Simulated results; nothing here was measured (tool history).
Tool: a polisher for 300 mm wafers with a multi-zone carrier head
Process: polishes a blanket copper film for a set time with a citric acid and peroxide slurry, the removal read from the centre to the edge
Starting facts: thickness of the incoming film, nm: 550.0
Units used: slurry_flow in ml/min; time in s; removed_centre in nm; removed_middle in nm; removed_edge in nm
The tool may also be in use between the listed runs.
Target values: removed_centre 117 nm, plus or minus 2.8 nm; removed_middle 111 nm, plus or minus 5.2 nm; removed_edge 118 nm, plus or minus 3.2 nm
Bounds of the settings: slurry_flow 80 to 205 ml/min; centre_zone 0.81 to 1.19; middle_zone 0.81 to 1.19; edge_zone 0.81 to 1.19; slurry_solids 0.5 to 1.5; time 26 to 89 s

run 1 hour=0 | slurry_flow=135 centre_zone=1 middle_zone=1 edge_zone=1 slurry_solids=1 time=57 | removed_centre=143.77 removed_middle=143.98 removed_edge=145.41
run 2 hour=5.5 | slurry_flow=125 centre_zone=0.99 middle_zone=0.97 edge_zone=0.96 slurry_solids=0.9 time=57 | removed_centre=137.88 removed_middle=136.72 removed_edge=137.14
run 3 hour=7.7 | slurry_flow=115 centre_zone=0.97 middle_zone=0.93 edge_zone=0.94 slurry_solids=0.85 time=57 | removed_centre=130.12 removed_middle=123.37 removed_edge=131.17
run 4 hour=15.5 | slurry_flow=105 centre_zone=0.96 middle_zone=0.92 edge_zone=0.91 slurry_solids=0.85 time=57 | removed_centre=126.41 removed_middle=120.49 removed_edge=131.41
run 5 hour=22.9 | slurry_flow=85 centre_zone=0.96 middle_zone=0.92 edge_zone=0.91 slurry_solids=0.85 time=57 | removed_centre=120.39 removed_middle=116.93 removed_edge=126.01
run 6 hour=26.8 | slurry_flow=85 centre_zone=0.9 middle_zone=0.92 edge_zone=0.91 slurry_solids=0.85 time=57 | removed_centre=112.56 removed_middle=117.65 removed_edge=125.49
run 7 hour=34.8 | slurry_flow=85 centre_zone=0.92 middle_zone=0.92 edge_zone=0.89 slurry_solids=0.8 time=57 | removed_centre=114.12 removed_middle=117.28 removed_edge=123.48
run 8 hour=39 | slurry_flow=85 centre_zone=0.93 middle_zone=0.91 edge_zone=0.88 slurry_solids=0.75 time=57 | removed_centre=115.47 removed_middle=116.24 removed_edge=121.94

5 candidate next runs follow, results not yet known. Just one meets every target within its allowed miss. Identify it.
run A hour=43.2 | slurry_flow=80 centre_zone=0.93 middle_zone=0.87 edge_zone=0.9 slurry_solids=0.8 time=59 | removed_centre=? removed_middle=? removed_edge=?
run B hour=43.2 | slurry_flow=85 centre_zone=0.93 middle_zone=0.93 edge_zone=0.9 slurry_solids=0.8 time=57 | removed_centre=? removed_middle=? removed_edge=?
run C hour=43.2 | slurry_flow=95 centre_zone=0.95 middle_zone=0.97 edge_zone=0.85 slurry_solids=0.75 time=56 | removed_centre=? removed_middle=? removed_edge=?
run D hour=43.2 | slurry_flow=80 centre_zone=0.91 middle_zone=0.81 edge_zone=0.91 slurry_solids=0.95 time=57 | removed_centre=? removed_middle=? removed_edge=?
run E hour=43.2 | slurry_flow=80 centre_zone=0.97 middle_zone=0.88 edge_zone=0.85 slurry_solids=0.65 time=58 | removed_centre=? removed_middle=? removed_edge=?

move=A removed_centre=119.05 removed_middle=113.43 removed_edge=127.31
move=B removed_centre=116.85 removed_middle=117.36 removed_edge=123.98
move=C removed_centre=119.28 removed_middle=120.98 removed_edge=119.48
move=D removed_centre=115.77 removed_middle=106.38 removed_edge=127.3
move=E removed_centre=118.18 removed_middle=108.92 removed_edge=118.23
A: further off than the last run
B: further off than the last run
C: the furthest-off result lands on target, but another misses its tolerance
D: further off than the last run
E: every result lands within tolerance
Correct choice: E, which meets every target
